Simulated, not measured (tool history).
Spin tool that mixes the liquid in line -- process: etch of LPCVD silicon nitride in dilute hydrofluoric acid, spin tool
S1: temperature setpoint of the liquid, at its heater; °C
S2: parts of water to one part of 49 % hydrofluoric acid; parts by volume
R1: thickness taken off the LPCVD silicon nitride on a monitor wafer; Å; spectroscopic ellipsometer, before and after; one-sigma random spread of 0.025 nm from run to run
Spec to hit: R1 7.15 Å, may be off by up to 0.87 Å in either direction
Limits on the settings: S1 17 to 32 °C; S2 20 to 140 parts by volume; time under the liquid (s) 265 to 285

run 1 hour=0 | S1=24 S2=75 time_under_the_liquid_(s)=265 | R1=13.939
run 2 hour=5.9 | S1=27.5 S2=75 time_under_the_liquid_(s)=265 | R1=17.932
run 3 hour=6.9 | S1=27 S2=80 time_under_the_liquid_(s)=265 | R1=16.272
run 4 hour=14.5 | S1=27 S2=60 time_under_the_liquid_(s)=265 | R1=22.273
run 5 hour=16.3 | S1=29 S2=60 time_under_the_liquid_(s)=265 | R1=24.173
run 6 hour=18.2 | S1=29 S2=35 time_under_the_liquid_(s)=265 | R1=42.592
run 7 hour=22.8 | S1=28 S2=40 time_under_the_liquid_(s)=265 | R1=37.37
run 8 hour=30.8 | S1=27.5 S2=45 time_under_the_liquid_(s)=265 | R1=31.238
run 9 hour=38.4 | S1=27 S2=50 time_under_the_liquid_(s)=265 | R1=25.195
run 10 hour=40.4 | S1=26 S2=55 time_under_the_liquid_(s)=265 | R1=22.644
run 11 hour=46.3 | S1=25.5 S2=60 time_under_the_liquid_(s)=265 | R1=20.152
run 12 hour=54.9 | S1=25 S2=65 time_under_the_liquid_(s)=265 | R1=17.246
run 13 hour=56 | S1=24.5 S2=65 time_under_the_liquid_(s)=265 | R1=17.72
run 14 hour=62.2 | S1=24 S2=70 time_under_the_liquid_(s)=265 | R1=15.044
run 15 hour=70.2 | S1=23.5 S2=70 time_under_the_liquid_(s)=265 | R1=14.711
run 16 hour=77.1 | S1=23 S2=70 time_under_the_liquid_(s)=265 | R1=14.576
run 17 hour=84.5 | S1=22.5 S2=75 time_under_the_liquid_(s)=265 | R1=14.192
run 18 hour=91.6 | S1=22.5 S2=80 time_under_the_liquid_(s)=265 | R1=12.005
run 19 hour=99.4 | S1=22 S2=80 time_under_the_liquid_(s)=265 | R1=12.032
run 20 hour=105.4 | S1=21.5 S2=80 time_under_the_liquid_(s)=265 | R1=11.524
run 21 hour=111.6 | S1=21.5 S2=80 time_under_the_liquid_(s)=265 | R1=11.313

Next run, 5 choices. One meets every target within its allowed miss, the rest don't. Which?
run A hour=117.8 | S1=24.5 S2=65 time_under_the_liquid_(s)=285 | R1=?
run B hour=117.8 | S1=23.5 S2=55 time_under_the_liquid_(s)=285 | R1=?
run C hour=117.8 | S1=19 S2=55 time_under_the_liquid_(s)=285 | R1=?
run D hour=117.8 | S1=21 S2=120 time_under_the_liquid_(s)=265 | R1=?
run E hour=117.8 | S1=20 S2=45 time_under_the_liquid_(s)=285 | R1=?

move=A R1=19.078
move=B R1=21.018
move=C R1=15.43
move=D R1=7.6859
move=E R1=20.106
A: moves away from the targets compared with the last run
B: moves away from the targets compared with the last run
C: moves away from the targets compared with the last run
D: every result within its allowed miss
E: moves away from the targets compared with the last run
Answer: D

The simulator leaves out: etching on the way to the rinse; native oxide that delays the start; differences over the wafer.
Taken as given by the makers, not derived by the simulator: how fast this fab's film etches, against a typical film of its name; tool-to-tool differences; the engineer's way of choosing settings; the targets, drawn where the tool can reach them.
